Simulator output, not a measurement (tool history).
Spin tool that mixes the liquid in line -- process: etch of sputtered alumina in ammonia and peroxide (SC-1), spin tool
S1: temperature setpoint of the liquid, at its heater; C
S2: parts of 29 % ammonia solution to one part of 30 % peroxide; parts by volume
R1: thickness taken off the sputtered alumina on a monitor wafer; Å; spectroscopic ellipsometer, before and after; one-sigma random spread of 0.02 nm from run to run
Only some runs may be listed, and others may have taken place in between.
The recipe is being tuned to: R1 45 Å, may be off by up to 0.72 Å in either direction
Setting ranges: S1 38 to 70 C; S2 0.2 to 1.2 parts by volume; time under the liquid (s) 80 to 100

run 1 day=0 | S1=54 S2=0.7 time_under_the_liquid_(s)=100 | R1=71.377
run 2 day=0.358 | S1=52 S2=0.7 time_under_the_liquid_(s)=100 | R1=64.305
run 3 day=0.45 | S1=52 S2=0.85 time_under_the_liquid_(s)=100 | R1=64.538
run 4 day=0.55 | S1=50.5 S2=0.85 time_under_the_liquid_(s)=100 | R1=59.66
run 5 day=0.871 | S1=49.5 S2=0.85 time_under_the_liquid_(s)=100 | R1=56.233
run 6 day=0.95 | S1=48.5 S2=0.85 time_under_the_liquid_(s)=100 | R1=53.802
run 7 day=1.179 | S1=47.5 S2=0.85 time_under_the_liquid_(s)=100 | R1=50.489
run 8 day=1.242 | S1=47 S2=0.85 time_under_the_liquid_(s)=100 | R1=49.404
run 9 day=1.279 | S1=46.5 S2=0.85 time_under_the_liquid_(s)=100 | R1=47.847
run 10 day=1.6 | S1=46 S2=0.85 time_under_the_liquid_(s)=100 | R1=46.809

Below are 4 possible settings for the next run. Only one of them brings all results inside the allowed miss of their targets. Which is it?
run A day=1.921 | S1=46.5 S2=0.7 time_under_the_liquid_(s)=100 | R1=?
run B day=1.921 | S1=49.5 S2=0.8 time_under_the_liquid_(s)=80 | R1=?
run C day=1.921 | S1=47 S2=0.75 time_under_the_liquid_(s)=100 | R1=?
run D day=1.921 | S1=44.5 S2=0.85 time_under_the_liquid_(s)=100 | R1=?

move=A R1=47.28
move=B R1=45.286
move=C R1=48.95
move=D R1=42.997
A: its largest miss is bigger than the last run's
B: hits every target within its allowed miss
C: its largest miss is bigger than the last run's
D: takes the biggest miss from the last run beyond its target
Correct choice: B, which meets every target
